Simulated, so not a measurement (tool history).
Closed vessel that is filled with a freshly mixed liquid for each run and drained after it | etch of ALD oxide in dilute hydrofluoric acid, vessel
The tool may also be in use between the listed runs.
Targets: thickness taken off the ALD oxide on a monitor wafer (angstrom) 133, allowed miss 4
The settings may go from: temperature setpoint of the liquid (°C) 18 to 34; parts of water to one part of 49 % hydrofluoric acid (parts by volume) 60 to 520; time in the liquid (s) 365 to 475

run  hour  temperature setpoint of the liquid (°C)  parts of water to one part of 49 % hydrofluoric acid (parts by volume)  time in the liquid (s)  thickness taken off the ALD oxide on a monitor wafer (angstrom)
  1     0                                       26                                                                     290                     475                                                           216.99
  2   7.6                                     24.5                                                                     305                     475                                                           195.55
  3  12.7                                     24.5                                                                     390                     475                                                           139.94
  4  14.2                                     24.5                                                                     300                     475                                                           197.05
  5  22.1                                       23                                                                     310                     475                                                           180.45
  6  27.8                                       23                                                                     230                     475                                                           260.44
  7  35.8                                       22                                                                     260                     475                                                           219.32
  8  41.8                                       21                                                                     280                     475                                                           189.56
  9    47                                     20.5                                                                     295                     475                                                           177.62
 10  51.2                                       20                                                                     305                     475                                                           164.76
 11  60.7                                     19.5                                                                     315                     475                                                            155.4
 12    64                                       19                                                                     320                     475                                                            148.4
 13  70.3                                       19                                                                     325                     475                                                           144.46

Which of these 5 next moves meets every target?
  A  76.6                                       19                                                                     325                     470                                                                ?
  B  76.6                                       18                                                                     285                     410                                                                ?
  C  76.6                                     18.5                                                                     300                     395                                                                ?
  D  76.6                                       20                                                                     340                     475                                                                ?
  E  76.6                                       18                                                                     300                     435                                                                ?

move  thickness taken off the ALD oxide on a monitor wafer (angstrom)
   A                                                           143.67
   B                                                           142.53
   C                                                           131.21
   D                                                           142.05
   E                                                           141.82
A: nearer than the last run, and not there yet
B: nearer than the last run, and not there yet
C: meets every target
D: nearer than the last run, and not there yet
E: nearer than the last run, and not there yet
The right move is C.

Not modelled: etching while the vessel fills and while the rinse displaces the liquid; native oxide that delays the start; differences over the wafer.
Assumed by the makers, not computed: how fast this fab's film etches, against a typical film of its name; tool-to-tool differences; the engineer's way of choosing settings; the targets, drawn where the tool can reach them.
